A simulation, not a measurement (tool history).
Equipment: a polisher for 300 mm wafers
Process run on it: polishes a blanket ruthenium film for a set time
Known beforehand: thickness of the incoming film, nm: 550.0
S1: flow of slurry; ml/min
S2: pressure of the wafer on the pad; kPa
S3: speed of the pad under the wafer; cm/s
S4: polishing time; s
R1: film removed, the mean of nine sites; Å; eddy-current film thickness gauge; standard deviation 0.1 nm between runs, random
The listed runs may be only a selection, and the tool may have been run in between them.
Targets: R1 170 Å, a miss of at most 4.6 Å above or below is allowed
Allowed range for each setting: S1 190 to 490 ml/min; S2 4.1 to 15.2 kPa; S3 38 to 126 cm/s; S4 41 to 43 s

run,hour,S1,S2,S3,S4,R1
1,0,315,9.7,82,41,281.48
2,2.4,315,9,82,41,266.69
3,9.2,315,9,96,41,308.27
4,17.8,315,9,114,41,368.47
5,18.4,370,9,114,41,369.19
6,26.2,370,8.3,110,41,343.54
7,31.6,360,7.6,104,41,300.48
8,34.5,355,6.9,100,41,271.14
9,35.9,350,4.1,78,41,155.63

4 next moves are on the table. One of them brings every result within its allowed miss. Which?
A,37.3,440,4.1,88,43,?
B,37.3,350,4.8,78,43,?
C,37.3,475,6.9,54,43,?
D,37.3,375,4.8,74,43,?

move,R1
A,183.67
B,175.84
C,158.62
D,168.01
A: takes the biggest miss from the last run beyond its target
B: takes the biggest miss from the last run beyond its target
C: nearer the targets than the last run, but a result is still out of spec
D: in spec on every target
D is the move that brings every result within its allowed miss.
